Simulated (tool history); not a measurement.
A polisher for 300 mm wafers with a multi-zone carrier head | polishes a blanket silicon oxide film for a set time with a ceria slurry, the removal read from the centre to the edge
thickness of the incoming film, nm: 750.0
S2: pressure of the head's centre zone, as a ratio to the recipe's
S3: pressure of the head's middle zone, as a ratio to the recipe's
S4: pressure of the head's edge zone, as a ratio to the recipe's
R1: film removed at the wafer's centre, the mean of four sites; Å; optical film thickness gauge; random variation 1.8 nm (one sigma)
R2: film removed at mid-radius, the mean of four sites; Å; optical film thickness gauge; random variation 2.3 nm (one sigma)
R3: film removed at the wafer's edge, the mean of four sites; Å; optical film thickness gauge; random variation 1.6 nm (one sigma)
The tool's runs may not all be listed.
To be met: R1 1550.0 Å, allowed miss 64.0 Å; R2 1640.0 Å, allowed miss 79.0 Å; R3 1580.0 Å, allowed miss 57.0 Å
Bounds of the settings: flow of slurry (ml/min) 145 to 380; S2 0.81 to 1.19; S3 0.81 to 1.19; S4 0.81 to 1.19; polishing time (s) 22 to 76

{"run": 1, "hour": 0.0, "flow of slurry (ml/min)": 245, "S2": 1.0, "S3": 1.0, "S4": 1.0, "polishing time (s)": 49, "R1": 2723.9, "R2": 2544.5, "R3": 2481.7}
{"run": 2, "hour": 4.8, "flow of slurry (ml/min)": 240, "S2": 0.97, "S3": 0.99, "S4": 0.98, "polishing time (s)": 45, "R1": 2439.9, "R2": 2408.5, "R3": 2251.5}
{"run": 3, "hour": 13.6, "flow of slurry (ml/min)": 275, "S2": 0.97, "S3": 0.99, "S4": 0.98, "polishing time (s)": 45, "R1": 2497.2, "R2": 2403.6, "R3": 2318.3}
{"run": 4, "hour": 22.3, "flow of slurry (ml/min)": 275, "S2": 0.97, "S3": 0.99, "S4": 0.98, "polishing time (s)": 34, "R1": 1890.8, "R2": 1833.9, "R3": 1763.3}
{"run": 5, "hour": 25.1, "flow of slurry (ml/min)": 275, "S2": 0.97, "S3": 0.99, "S4": 0.98, "polishing time (s)": 43, "R1": 2400.6, "R2": 2305.0, "R3": 2219.5}
{"run": 6, "hour": 33.2, "flow of slurry (ml/min)": 255, "S2": 0.95, "S3": 0.98, "S4": 0.99, "polishing time (s)": 40, "R1": 2151.4, "R2": 2075.0, "R3": 2054.4}
{"run": 7, "hour": 34.6, "flow of slurry (ml/min)": 245, "S2": 0.93, "S3": 0.98, "S4": 0.98, "polishing time (s)": 38, "R1": 1942.4, "R2": 1976.8, "R3": 1956.8}
{"run": 8, "hour": 41.8, "flow of slurry (ml/min)": 235, "S2": 0.93, "S3": 0.97, "S4": 0.96, "polishing time (s)": 36, "R1": 1881.8, "R2": 1886.2, "R3": 1848.6}
{"run": 9, "hour": 45.4, "flow of slurry (ml/min)": 230, "S2": 0.92, "S3": 0.97, "S4": 0.95, "polishing time (s)": 35, "R1": 1779.2, "R2": 1799.6, "R3": 1718.2}
{"run": 10, "hour": 49.9, "flow of slurry (ml/min)": 220, "S2": 0.91, "S3": 0.96, "S4": 0.94, "polishing time (s)": 35, "R1": 1798.3, "R2": 1748.7, "R3": 1758.6}
{"hour": 52.0, "done": "centre zone pressure recalibrated"}
{"run": 11, "hour": 52.0, "flow of slurry (ml/min)": 230, "S2": 0.86, "S3": 1.01, "S4": 0.95, "polishing time (s)": 29, "R1": 1325.1, "R2": 1536.3, "R3": 1469.3}

4 next moves are on the table. One of them brings every result within its allowed miss. Which?
{"run": "A", "hour": 54.1, "flow of slurry (ml/min)": 230, "S2": 0.81, "S3": 0.98, "S4": 0.93, "polishing time (s)": 32, "R1": "?", "R2": "?", "R3": "?"}
{"run": "B", "hour": 54.1, "flow of slurry (ml/min)": 295, "S2": 0.96, "S3": 0.85, "S4": 0.93, "polishing time (s)": 34, "R1": "?", "R2": "?", "R3": "?"}
{"run": "C", "hour": 54.1, "flow of slurry (ml/min)": 240, "S2": 0.92, "S3": 0.96, "S4": 1.01, "polishing time (s)": 28, "R1": "?", "R2": "?", "R3": "?"}
{"run": "D", "hour": 54.1, "flow of slurry (ml/min)": 245, "S2": 0.94, "S3": 0.97, "S4": 0.93, "polishing time (s)": 31, "R1": "?", "R2": "?", "R3": "?"}

move=A R1=1391.5 R2=1681.5 R3=1587.5
move=B R1=1762.1 R2=1634.5 R3=1728.4
move=C R1=1363.3 R2=1453.6 R3=1429.5
move=D R1=1541.9 R2=1627.8 R3=1547.9
A: nearer than the last run, and not there yet
B: takes the result that was furthest off past its target
C: nearer than the last run, and not there yet
D: meets every target
Move D is the one to make.

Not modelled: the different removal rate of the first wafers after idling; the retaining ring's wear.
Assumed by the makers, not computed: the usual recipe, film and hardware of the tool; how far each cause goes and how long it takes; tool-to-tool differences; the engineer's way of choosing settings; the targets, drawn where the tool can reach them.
